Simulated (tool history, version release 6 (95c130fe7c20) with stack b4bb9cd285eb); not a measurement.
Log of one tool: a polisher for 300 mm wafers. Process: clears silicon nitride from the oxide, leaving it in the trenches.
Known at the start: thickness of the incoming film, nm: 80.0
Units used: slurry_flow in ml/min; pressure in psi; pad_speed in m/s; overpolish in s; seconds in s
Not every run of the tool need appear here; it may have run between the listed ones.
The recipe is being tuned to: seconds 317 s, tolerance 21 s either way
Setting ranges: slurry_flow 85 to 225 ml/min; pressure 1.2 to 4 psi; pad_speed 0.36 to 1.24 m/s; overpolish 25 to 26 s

{"run": 1, "day": 0.0, "slurry_flow": 145, "pressure": 2.6, "pad_speed": 0.8, "overpolish": 25, "seconds": 122.46}
{"run": 2, "day": 0.167, "slurry_flow": 110, "pressure": 2.6, "pad_speed": 0.8, "overpolish": 25, "seconds": 131.96}
{"run": 3, "day": 0.221, "slurry_flow": 105, "pressure": 2.1, "pad_speed": 0.72, "overpolish": 25, "seconds": 179.95}
{"run": 4, "day": 0.358, "slurry_flow": 105, "pressure": 2.1, "pad_speed": 0.56, "overpolish": 25, "seconds": 218.1}
{"run": 5, "day": 0.55, "slurry_flow": 105, "pressure": 1.8, "pad_speed": 0.54, "overpolish": 25, "seconds": 245.73}
{"run": 6, "day": 0.775, "slurry_flow": 125, "pressure": 1.8, "pad_speed": 0.54, "overpolish": 25, "seconds": 237.62}
{"run": 7, "day": 1.083, "slurry_flow": 120, "pressure": 1.6, "pad_speed": 0.52, "overpolish": 25, "seconds": 277.2}
{"run": 8, "day": 1.462, "slurry_flow": 120, "pressure": 1.5, "pad_speed": 0.52, "overpolish": 25, "seconds": 290.77}

Next run, 4 choices. One meets every target within its allowed miss, the rest don't. Which?
{"run": "A", "day": 1.842, "slurry_flow": 130, "pressure": 1.8, "pad_speed": 0.5, "overpolish": 25, "seconds": "?"}
{"run": "B", "day": 1.842, "slurry_flow": 200, "pressure": 1.6, "pad_speed": 0.52, "overpolish": 25, "seconds": "?"}
{"run": "C", "day": 1.842, "slurry_flow": 90, "pressure": 1.4, "pad_speed": 0.54, "overpolish": 25, "seconds": "?"}
{"run": "D", "day": 1.842, "slurry_flow": 115, "pressure": 1.2, "pad_speed": 0.44, "overpolish": 25, "seconds": "?"}

move=A seconds=258.69
move=B seconds=254.37
move=C seconds=325.21
move=D seconds=400.31
A: moves away from the targets compared with the last run
B: moves away from the targets compared with the last run
C: all results in spec
D: takes the biggest miss from the last run beyond its target
The move that meets every target is C.

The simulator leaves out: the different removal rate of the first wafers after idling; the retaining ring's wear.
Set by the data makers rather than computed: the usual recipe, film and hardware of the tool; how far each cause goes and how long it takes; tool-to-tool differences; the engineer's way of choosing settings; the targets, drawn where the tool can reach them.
